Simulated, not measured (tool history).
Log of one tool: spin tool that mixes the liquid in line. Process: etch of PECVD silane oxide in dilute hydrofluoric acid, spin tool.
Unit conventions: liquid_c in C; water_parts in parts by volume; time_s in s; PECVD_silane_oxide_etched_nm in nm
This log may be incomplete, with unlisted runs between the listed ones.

run  hour  liquid_c  water_parts  time_s  PECVD_silane_oxide_etched_nm
  1     0        25          260     300                        14.024
  2     3        25          260     325                        15.193
  3   9.6      23.5          285     325                        12.772
  4  16.5      23.5          210     325                        18.704
  5  18.3        22          245     325                        14.645
  6  18.9        21          270     325                        12.532
  7  22.9        20          290     325                        11.039
  8  23.7      19.5          305     325                        10.146

Run 9, settings as shown, results not yet in. Your forecast:
  9  24.9        19          320     325                             ?

PECVD_silane_oxide_etched_nm: 9.3973 nm
